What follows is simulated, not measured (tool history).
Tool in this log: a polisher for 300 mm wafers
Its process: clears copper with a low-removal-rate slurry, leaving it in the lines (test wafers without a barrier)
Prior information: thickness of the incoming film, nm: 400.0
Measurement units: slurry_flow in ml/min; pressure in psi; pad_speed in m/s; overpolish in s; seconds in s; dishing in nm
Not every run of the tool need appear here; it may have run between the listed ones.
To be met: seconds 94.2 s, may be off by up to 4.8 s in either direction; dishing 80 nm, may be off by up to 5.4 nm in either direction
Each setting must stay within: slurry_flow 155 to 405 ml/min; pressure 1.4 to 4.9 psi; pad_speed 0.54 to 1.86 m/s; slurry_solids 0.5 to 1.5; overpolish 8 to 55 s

run  hour  slurry_flow  pressure  pad_speed  slurry_solids  overpolish  seconds  dishing
  1     0          260       3.1       1.18              1          28   107.84   58.304
  2   2.1          260       3.2       1.18              1          30   106.44   59.895
  3   4.8          260       3.3       1.18              1          33   105.52   64.938
  4   8.2          260       3.4       1.18              1          35   100.67   68.219
  5  16.2          260         4       1.18              1          35   86.111    74.73
  6  22.9          320         4       1.18              1          35   85.225   74.533
  7  28.4          320       3.9       1.18              1          37   86.616   75.964
  8  29.7          320       3.8       1.18              1          38   87.532    76.31

Next run, 5 choices. One meets every target within its allowed miss, the rest don't. Which?
  A    31          290       3.7       1.16           0.95          44        ?        ?
  B    31          345       3.9       1.02           0.95          34        ?        ?
  C    31          335         4       1.32           1.05          29        ?        ?
  D    31          335         4        1.3           0.95          34        ?        ?
  E    31          350       2.9       1.52           1.05          34        ?        ?

move  seconds  dishing
   A   95.282   80.364
   B   100.31   69.151
   C   76.391   73.725
   D   79.296   78.364
   E   88.459   71.617
A: hits every target within its allowed miss
B: takes the result that was furthest off past its target
C: its largest miss is bigger than the last run's
D: its largest miss is bigger than the last run's
E: its largest miss is bigger than the last run's
The right move is A.

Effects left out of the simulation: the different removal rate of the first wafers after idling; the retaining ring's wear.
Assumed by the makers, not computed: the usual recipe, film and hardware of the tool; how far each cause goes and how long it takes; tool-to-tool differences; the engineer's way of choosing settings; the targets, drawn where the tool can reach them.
